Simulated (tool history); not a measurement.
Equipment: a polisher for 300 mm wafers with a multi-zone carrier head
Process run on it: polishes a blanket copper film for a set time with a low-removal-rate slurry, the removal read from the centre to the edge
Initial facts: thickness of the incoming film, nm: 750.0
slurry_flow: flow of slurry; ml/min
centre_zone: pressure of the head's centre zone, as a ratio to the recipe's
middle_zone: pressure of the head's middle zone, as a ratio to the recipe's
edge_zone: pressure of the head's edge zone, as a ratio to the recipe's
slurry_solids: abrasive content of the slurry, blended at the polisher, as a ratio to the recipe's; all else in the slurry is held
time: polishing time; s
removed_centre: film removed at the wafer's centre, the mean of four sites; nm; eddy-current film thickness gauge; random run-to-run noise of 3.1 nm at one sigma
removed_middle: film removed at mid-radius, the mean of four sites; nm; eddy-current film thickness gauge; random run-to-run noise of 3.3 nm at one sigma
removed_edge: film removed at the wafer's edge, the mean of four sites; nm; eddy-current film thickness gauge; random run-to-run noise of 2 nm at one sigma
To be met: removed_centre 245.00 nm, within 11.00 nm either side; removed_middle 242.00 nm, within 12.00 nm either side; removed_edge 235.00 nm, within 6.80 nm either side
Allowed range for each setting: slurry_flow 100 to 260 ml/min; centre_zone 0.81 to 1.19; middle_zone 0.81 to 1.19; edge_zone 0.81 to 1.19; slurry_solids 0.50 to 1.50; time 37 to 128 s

| run | hour | slurry_flow | centre_zone | middle_zone | edge_zone | slurry_solids | time | removed_centre | removed_middle | removed_edge |
|---|---|---|---|---|---|---|---|---|---|---|
| 1 | 0.0 | 165 | 1.00 | 1.00 | 1.00 | 1.00 | 82 | 169.56 | 173.61 | 171.66 |
| 2 | 1.9 | 165 | 1.00 | 1.00 | 1.00 | 1.15 | 82 | 178.36 | 176.94 | 174.14 |
| 3 | 10.1 | 170 | 1.00 | 1.01 | 1.03 | 1.20 | 85 | 185.73 | 185.60 | 187.74 |
| 4 | 13.6 | 170 | 1.00 | 1.09 | 1.03 | 1.20 | 85 | 180.16 | 204.27 | 187.95 |
| 5 | 22.7 | 180 | 1.02 | 1.10 | 1.05 | 1.25 | 86 | 193.86 | 211.23 | 194.18 |
| 6 | 25.6 | 185 | 1.03 | 1.10 | 1.07 | 1.30 | 87 | 201.72 | 209.37 | 202.89 |
| 7 | 27.5 | 190 | 1.04 | 1.11 | 1.08 | 1.35 | 88 | 203.79 | 220.84 | 205.17 |
| 8 | 29.8 | 195 | 1.05 | 1.11 | 1.09 | 1.40 | 89 | 212.77 | 222.64 | 213.14 |
| 9 | 38.7 | 200 | 1.06 | 1.12 | 1.10 | 1.40 | 90 | 221.00 | 231.26 | 212.77 |
| 10 | 40.4 | 205 | 1.06 | 1.12 | 1.11 | 1.40 | 91 | 223.13 | 233.51 | 222.45 |
| 11 | 45.6 | 210 | 1.07 | 1.12 | 1.12 | 1.40 | 91 | 224.04 | 235.20 | 218.49 |
| 12 | 48.4 | 210 | 1.07 | 1.12 | 1.13 | 1.40 | 92 | 227.85 | 233.30 | 220.66 |
| 13 | 54.8 | 210 | 1.07 | 1.12 | 1.13 | 1.40 | 93 | 226.81 | 236.79 | 224.90 |

Of the 4 settings listed for the next run, only one would bring every result within its allowed miss of target. Which one?
| A | 61.2 | 245 | 1.18 | 1.04 | 1.04 | 1.35 | 99 | ? | ? | ? |
| B | 61.2 | 255 | 1.13 | 1.13 | 1.07 | 1.20 | 94 | ? | ? | ? |
| C | 61.2 | 160 | 1.09 | 1.08 | 1.04 | 1.50 | 101 | ? | ? | ? |
| D | 61.2 | 235 | 1.16 | 1.16 | 1.04 | 1.15 | 103 | ? | ? | ? |

| move | removed_centre | removed_middle | removed_edge |
|---|---|---|---|
| A | 266.79 | 244.78 | 235.05 |
| B | 240.40 | 245.07 | 221.76 |
| C | 241.81 | 246.42 | 232.92 |
| D | 264.04 | 269.71 | 235.77 |
A: moves the result that the last run missed by most past its target, out the other side
B: the furthest-off result lands on target, but another misses its tolerance
C: all results in spec
D: moves the result that the last run missed by most past its target, out the other side
The right move is C.

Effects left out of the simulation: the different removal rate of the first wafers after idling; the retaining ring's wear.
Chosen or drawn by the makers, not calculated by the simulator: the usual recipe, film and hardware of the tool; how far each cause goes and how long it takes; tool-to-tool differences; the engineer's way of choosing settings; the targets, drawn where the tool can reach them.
